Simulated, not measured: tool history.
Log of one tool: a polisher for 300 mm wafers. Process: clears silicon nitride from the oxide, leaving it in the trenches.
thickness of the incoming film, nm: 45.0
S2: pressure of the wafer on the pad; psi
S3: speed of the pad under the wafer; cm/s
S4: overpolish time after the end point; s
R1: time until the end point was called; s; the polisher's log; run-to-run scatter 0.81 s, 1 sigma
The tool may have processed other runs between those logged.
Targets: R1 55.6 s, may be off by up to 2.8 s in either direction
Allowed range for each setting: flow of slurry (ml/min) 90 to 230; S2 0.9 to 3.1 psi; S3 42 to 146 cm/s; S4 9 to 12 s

{"run": 1, "day": 0.0, "flow of slurry (ml/min)": 150, "S2": 2, "S3": 94, "S4": 12, "R1": 73.475}
{"run": 2, "day": 0.138, "flow of slurry (ml/min)": 150, "S2": 2.1, "S3": 94, "S4": 12, "R1": 71.54}
{"run": 3, "day": 0.354, "flow of slurry (ml/min)": 150, "S2": 2.2, "S3": 94, "S4": 12, "R1": 69.133}
{"run": 4, "day": 0.479, "flow of slurry (ml/min)": 150, "S2": 2.3, "S3": 94, "S4": 12, "R1": 66.043}
{"run": 5, "day": 0.817, "flow of slurry (ml/min)": 150, "S2": 2.3, "S3": 74, "S4": 12, "R1": 82.389}
{"run": 6, "day": 1.104, "flow of slurry (ml/min)": 135, "S2": 2.3, "S3": 74, "S4": 12, "R1": 84.031}
{"run": 7, "day": 1.408, "flow of slurry (ml/min)": 135, "S2": 2.4, "S3": 74, "S4": 12, "R1": 81.5}
{"run": 8, "day": 1.562, "flow of slurry (ml/min)": 135, "S2": 2.4, "S3": 74, "S4": 12, "R1": 80.971}
{"run": 9, "day": 1.662, "flow of slurry (ml/min)": 135, "S2": 2.5, "S3": 74, "S4": 12, "R1": 77.658}
{"run": 10, "day": 1.762, "flow of slurry (ml/min)": 135, "S2": 2.5, "S3": 74, "S4": 12, "R1": 75.903}
{"run": 11, "day": 2.104, "flow of slurry (ml/min)": 135, "S2": 2.6, "S3": 74, "S4": 12, "R1": 73.917}
{"run": 12, "day": 2.188, "flow of slurry (ml/min)": 135, "S2": 2.7, "S3": 74, "S4": 12, "R1": 70.934}
{"run": 13, "day": 2.392, "flow of slurry (ml/min)": 135, "S2": 2.8, "S3": 74, "S4": 12, "R1": 68.325}
{"run": 14, "day": 2.562, "flow of slurry (ml/min)": 140, "S2": 3, "S3": 78, "S4": 12, "R1": 62.68}
{"run": 15, "day": 2.938, "flow of slurry (ml/min)": 140, "S2": 3.1, "S3": 90, "S4": 12, "R1": 52.239}

Next run, 5 choices. One meets every target within its allowed miss, the rest don't. Which?
{"run": "A", "day": 3.312, "flow of slurry (ml/min)": 115, "S2": 3, "S3": 88, "S4": 12, "R1": "?"}
{"run": "B", "day": 3.312, "flow of slurry (ml/min)": 130, "S2": 2.9, "S3": 82, "S4": 12, "R1": "?"}
{"run": "C", "day": 3.312, "flow of slurry (ml/min)": 140, "S2": 3.1, "S3": 94, "S4": 9, "R1": "?"}
{"run": "D", "day": 3.312, "flow of slurry (ml/min)": 130, "S2": 2.9, "S3": 76, "S4": 12, "R1": "?"}
{"run": "E", "day": 3.312, "flow of slurry (ml/min)": 130, "S2": 2.7, "S3": 106, "S4": 9, "R1": "?"}

move=A R1=55.163
move=B R1=60.266
move=C R1=49.079
move=D R1=64.848
move=E R1=50.387
A: in spec on every target
B: takes the result that was furthest off past its target
C: further off than the last run
D: takes the result that was furthest off past its target
E: further off than the last run
Answer: A
